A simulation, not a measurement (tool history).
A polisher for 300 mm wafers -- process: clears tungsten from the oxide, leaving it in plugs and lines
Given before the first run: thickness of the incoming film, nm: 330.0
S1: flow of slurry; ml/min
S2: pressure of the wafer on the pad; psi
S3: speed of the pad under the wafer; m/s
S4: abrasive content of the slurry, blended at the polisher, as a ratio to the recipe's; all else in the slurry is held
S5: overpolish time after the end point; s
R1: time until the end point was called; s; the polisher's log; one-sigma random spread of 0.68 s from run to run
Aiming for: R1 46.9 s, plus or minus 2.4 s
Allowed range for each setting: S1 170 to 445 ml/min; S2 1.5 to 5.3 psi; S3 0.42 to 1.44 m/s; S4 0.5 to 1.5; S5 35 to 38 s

run  hour   S1   S2    S3  S4  S5      R1
  1     0  285  3.4  0.92   1  35   77.77
  2   0.6  335  3.4  0.92   1  35  77.584
  3   6.2  310  3.4  0.92   1  35  75.472
  4  13.5  310  3.4  0.92   1  38  77.647
  5  15.2  310  3.9  0.92   1  38  68.628
  6  23.6  310  4.2  0.94   1  38  61.286
  7  30.2  310  4.4  0.94   1  38  57.589
  8    34  310  4.6  0.94   1  38   55.78

Exercise: of the 4 proposed moves below, exactly one satisfies all targets within the stated allowed misses. Which move is it?
  A  37.8  330  5.3  1.06   1.1  35   ?
  B  37.8  295    4  0.92  1.15  35   ?
  C  37.8  370  4.9  1.06   0.9  38   ?
  D  37.8  355  5.3  1.06     1  35   ?

move      R1
   A  41.074
   B  61.966
   C  45.975
   D   41.73
A: takes the biggest miss from the last run beyond its target
B: its largest miss is bigger than the last run's
C: hits every target within its allowed miss
D: takes the biggest miss from the last run beyond its target
C meets every target.
